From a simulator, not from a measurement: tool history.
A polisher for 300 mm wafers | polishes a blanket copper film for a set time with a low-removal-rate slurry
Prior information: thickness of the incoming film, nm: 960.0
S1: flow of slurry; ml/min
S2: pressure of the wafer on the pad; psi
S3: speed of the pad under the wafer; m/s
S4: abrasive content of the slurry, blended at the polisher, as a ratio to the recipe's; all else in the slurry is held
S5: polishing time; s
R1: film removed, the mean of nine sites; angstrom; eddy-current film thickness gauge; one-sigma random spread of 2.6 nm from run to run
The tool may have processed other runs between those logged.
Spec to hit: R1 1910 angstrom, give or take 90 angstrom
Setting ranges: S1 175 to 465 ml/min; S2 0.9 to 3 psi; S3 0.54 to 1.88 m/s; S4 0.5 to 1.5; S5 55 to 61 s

{"run": 1, "day": 0.0, "S1": 295, "S2": 1.9, "S3": 1.2, "S4": 1, "S5": 61, "R1": 1433.9}
{"run": 2, "day": 0.108, "S1": 295, "S2": 2, "S3": 1.2, "S4": 1, "S5": 61, "R1": 1512.7}
{"run": 3, "day": 0.296, "S1": 295, "S2": 2, "S3": 1.2, "S4": 1.1, "S5": 61, "R1": 1582.8}
{"run": 4, "day": 0.621, "S1": 295, "S2": 2.1, "S3": 1.2, "S4": 1.1, "S5": 61, "R1": 1673.8}
{"run": 5, "day": 0.867, "S1": 295, "S2": 1.9, "S3": 1.2, "S4": 1.1, "S5": 61, "R1": 1503.2}
{"run": 6, "day": 0.892, "S1": 295, "S2": 2, "S3": 1.2, "S4": 1.1, "S5": 61, "R1": 1564.5}
{"run": 7, "day": 1.25, "S1": 295, "S2": 2.1, "S3": 1.2, "S4": 1.1, "S5": 61, "R1": 1589.5}
{"run": 8, "day": 1.596, "S1": 295, "S2": 2.2, "S3": 1.2, "S4": 1.1, "S5": 61, "R1": 1701.3}
{"run": 9, "day": 1.925, "S1": 295, "S2": 2.3, "S3": 1.2, "S4": 1.1, "S5": 61, "R1": 1764.2}

Next run, 5 choices. One meets every target within its allowed miss, the rest don't. Which?
{"run": "A", "day": 2.254, "S1": 300, "S2": 2.7, "S3": 1.3, "S4": 0.9, "S5": 55, "R1": "?"}
{"run": "B", "day": 2.254, "S1": 325, "S2": 3, "S3": 1.26, "S4": 1.05, "S5": 56, "R1": "?"}
{"run": "C", "day": 2.254, "S1": 330, "S2": 1.8, "S3": 1.34, "S4": 1.2, "S5": 57, "R1": "?"}
{"run": "D", "day": 2.254, "S1": 275, "S2": 2.4, "S3": 1.18, "S4": 1.15, "S5": 55, "R1": "?"}
{"run": "E", "day": 2.254, "S1": 405, "S2": 1.9, "S3": 1.3, "S4": 1.3, "S5": 61, "R1": "?"}

move=A R1=1973
move=B R1=2217.3
move=C R1=1540.8
move=D R1=1663.5
move=E R1=1729.5
A: hits every target within its allowed miss
B: takes the biggest miss from the last run beyond its target
C: the biggest miss grows against the last run
D: the biggest miss grows against the last run
E: the biggest miss grows against the last run
Move A is the one to make.

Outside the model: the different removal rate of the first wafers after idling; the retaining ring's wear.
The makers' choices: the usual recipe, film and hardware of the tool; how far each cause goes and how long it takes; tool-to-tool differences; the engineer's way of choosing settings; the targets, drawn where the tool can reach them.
